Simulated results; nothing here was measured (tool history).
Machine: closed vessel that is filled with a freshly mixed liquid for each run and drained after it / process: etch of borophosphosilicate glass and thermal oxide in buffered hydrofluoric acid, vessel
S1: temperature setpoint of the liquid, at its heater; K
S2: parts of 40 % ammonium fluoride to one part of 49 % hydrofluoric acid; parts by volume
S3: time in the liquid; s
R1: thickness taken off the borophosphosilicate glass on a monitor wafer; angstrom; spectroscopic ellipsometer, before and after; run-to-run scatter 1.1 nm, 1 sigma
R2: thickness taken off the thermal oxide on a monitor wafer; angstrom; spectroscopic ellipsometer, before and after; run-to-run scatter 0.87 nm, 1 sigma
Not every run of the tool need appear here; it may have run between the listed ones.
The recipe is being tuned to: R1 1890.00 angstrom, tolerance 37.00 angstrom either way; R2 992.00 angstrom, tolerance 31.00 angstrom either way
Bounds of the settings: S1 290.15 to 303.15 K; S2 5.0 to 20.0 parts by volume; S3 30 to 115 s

run	day	S1	S2	S3	R1	R2
1	0.000	295.15	12.0	60	1001.50	530.92
2	0.188	295.15	12.0	35	579.66	308.58
3	0.412	295.15	15.0	35	466.28	245.95
4	0.779	292.65	15.0	35	411.73	213.09
5	1.054	290.65	15.0	35	362.09	193.42
6	1.288	292.65	13.5	35	457.79	240.02
7	1.600	294.15	12.0	35	555.39	293.17
8	1.658	295.65	11.0	35	658.39	346.79
9	1.721	296.65	10.0	35	755.06	397.17
# day 1.871: hydrofluoric acid flow meter replaced
10	1.871	297.65	9.5	35	870.45	458.12
11	2.188	298.65	9.0	35	947.53	498.43
12	2.283	299.15	8.5	35	1048.20	547.50
13	2.642	303.15	5.0	35	2124.70	1108.40
14	2.775	302.15	5.0	35	2028.90	1057.20
15	3.012	301.65	5.0	35	1970.40	1030.00

Exercise: of the 4 proposed moves below, exactly one satisfies all targets within the stated allowed misses. Which move is it?
A	3.250	290.15	8.5	115	?	?
B	3.250	300.65	7.0	50	?	?
C	3.250	293.65	6.0	65	?	?
D	3.250	303.15	7.5	45	?	?

move	R1	R2
A	2098.60	1087.50
B	1997.50	1040.50
C	2044.00	1056.10
D	1899.80	991.97
A: the biggest miss grows against the last run
B: the biggest miss grows against the last run
C: the biggest miss grows against the last run
D: all results in spec
Move D is the one to make.

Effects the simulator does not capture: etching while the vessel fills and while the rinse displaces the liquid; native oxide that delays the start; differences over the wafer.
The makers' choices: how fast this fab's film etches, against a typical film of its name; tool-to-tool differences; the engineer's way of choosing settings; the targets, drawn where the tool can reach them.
